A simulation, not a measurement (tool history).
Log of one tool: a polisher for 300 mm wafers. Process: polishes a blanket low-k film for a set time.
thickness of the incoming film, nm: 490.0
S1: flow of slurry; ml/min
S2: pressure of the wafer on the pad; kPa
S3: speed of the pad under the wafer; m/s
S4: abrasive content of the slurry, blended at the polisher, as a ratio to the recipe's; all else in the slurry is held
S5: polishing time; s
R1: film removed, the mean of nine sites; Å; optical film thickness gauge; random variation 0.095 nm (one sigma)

run  hour   S1   S2    S3  S4  S5      R1
  1     0  315    9   0.8   1  34  81.528
  2     6  315    9  0.94   1  34  93.385
  3   9.7  275    9  0.94   1  34   89.47
  4  18.1  275    9  1.06   1  34  98.911
  5  18.9  275    9  1.06   1  34  97.751
  6  20.8  275    9  1.18   1  34  106.85
  7  21.6  275  8.3  1.18   1  34  102.72
  8  27.1  270  7.6  1.16   1  34   94.45
  9  32.1  270  6.9  1.14   1  34  88.881
 10  34.4  270  6.2  1.12   1  34  84.137

Forecast run 11:
 11  39.2  270  5.5  1.1   1  34   ?

{"run 11": {"R1": 74.324}}
